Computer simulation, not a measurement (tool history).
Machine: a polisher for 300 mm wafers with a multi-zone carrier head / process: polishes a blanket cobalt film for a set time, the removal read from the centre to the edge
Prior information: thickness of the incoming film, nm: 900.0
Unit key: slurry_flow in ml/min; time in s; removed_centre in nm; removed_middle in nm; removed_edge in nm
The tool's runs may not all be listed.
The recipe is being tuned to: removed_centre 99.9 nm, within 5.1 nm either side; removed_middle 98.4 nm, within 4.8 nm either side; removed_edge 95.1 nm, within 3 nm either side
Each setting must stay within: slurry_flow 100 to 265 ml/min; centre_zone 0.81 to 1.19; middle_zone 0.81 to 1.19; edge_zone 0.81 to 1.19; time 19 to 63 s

| run | hour | slurry_flow | centre_zone | middle_zone | edge_zone | time | removed_centre | removed_middle | removed_edge |
|---|---|---|---|---|---|---|---|---|---|
| 1 | 0 | 170 | 1 | 1 | 1 | 41 | 160.93 | 161.51 | 161.87 |
| 2 | 8.4 | 165 | 1 | 0.99 | 0.97 | 36 | 146.1 | 140.32 | 138.54 |
| 3 | 11 | 160 | 0.97 | 0.98 | 0.95 | 33 | 125.79 | 125.81 | 125.92 |
| 4 | 17.1 | 175 | 0.97 | 0.98 | 0.95 | 33 | 129.03 | 127.79 | 125.46 |
| 5 | 19.1 | 180 | 0.96 | 0.97 | 0.93 | 31 | 118.51 | 120.81 | 119.03 |
| 6 | 25.4 | 175 | 0.96 | 0.96 | 0.9 | 30 | 115.68 | 117.81 | 113.94 |
| 7 | 26.1 | 175 | 0.96 | 0.95 | 0.89 | 29 | 110.5 | 107.53 | 109.06 |
| 8 | 28 | 175 | 0.96 | 0.96 | 0.87 | 28 | 107.42 | 108.44 | 104.3 |
| 9 | 32.6 | 170 | 0.96 | 0.95 | 0.86 | 28 | 106.97 | 106.84 | 102.19 |
| 10 | 41.4 | 160 | 0.96 | 0.94 | 0.85 | 28 | 103.27 | 105.64 | 100.13 |
| 11 | 47.5 | 155 | 0.97 | 0.93 | 0.85 | 28 | 107.23 | 102.23 | 101.4 |

Pick the move, out of 5, that brings all results within their allowed miss; only one does.
| A | 53.6 | 135 | 0.93 | 1.08 | 0.81 | 26 | ? | ? | ? |
| B | 53.6 | 135 | 0.99 | 0.95 | 0.85 | 27 | ? | ? | ? |
| C | 53.6 | 225 | 1.01 | 1.03 | 0.81 | 24 | ? | ? | ? |
| D | 53.6 | 135 | 0.91 | 1.01 | 0.82 | 28 | ? | ? | ? |
| E | 53.6 | 110 | 0.97 | 1.18 | 0.81 | 26 | ? | ? | ? |

| move | removed_centre | removed_middle | removed_edge |
|---|---|---|---|
| A | 89.359 | 104.5 | 88.142 |
| B | 98.742 | 97.325 | 93.659 |
| C | 98.687 | 100.89 | 86.686 |
| D | 94.1 | 106.32 | 95.521 |
| E | 88.303 | 107.44 | 85.104 |
A: the result that was furthest off in the last run now lies on the other side of its target
B: each result inside its tolerance
C: the result that was furthest off in the last run now lies on the other side of its target
D: the furthest-off result lands on target, but another misses its tolerance
E: the result that was furthest off in the last run now lies on the other side of its target
Go with B: it meets all targets.

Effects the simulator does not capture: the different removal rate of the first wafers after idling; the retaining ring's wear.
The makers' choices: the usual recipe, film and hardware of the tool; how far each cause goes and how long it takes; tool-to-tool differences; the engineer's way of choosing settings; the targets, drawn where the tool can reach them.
